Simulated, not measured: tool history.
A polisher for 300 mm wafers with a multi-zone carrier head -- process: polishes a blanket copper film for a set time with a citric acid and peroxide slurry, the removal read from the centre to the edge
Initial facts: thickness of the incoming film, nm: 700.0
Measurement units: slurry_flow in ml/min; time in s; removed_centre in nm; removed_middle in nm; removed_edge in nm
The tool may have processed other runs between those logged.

run  hour  slurry_flow  centre_zone  middle_zone  edge_zone  slurry_solids  time  removed_centre  removed_middle  removed_edge
  1   0.0          210         1.00         1.00       1.00           1.00    68          230.33          240.38        235.16
  2   6.9          210         1.00         0.94       1.00           1.00    68          236.25          223.72        235.43
  3  12.6          255         1.00         0.94       1.00           1.00    68          237.36          227.39        238.11
  4  17.3          255         1.05         0.98       1.03           1.15    69          261.76          248.47        252.71
  5  18.6          255         1.05         1.01       1.03           1.15    69          263.05          255.92        260.10
  6  19.6          255         1.10         1.01       1.03           1.15    69          277.82          255.54        259.49
  7  27.9          260         1.12         1.04       1.04           1.20    69          285.47          262.84        256.41
  8  28.9          270         1.13         1.06       1.07           1.25    69          288.69          274.87        258.65

Forecast run 9:
  9  33.5          270         1.13         1.05       1.08           1.35    70               ?               ?             ?

removed_centre: 299.22 nm
removed_middle: 278.60 nm
removed_edge: 269.68 nm
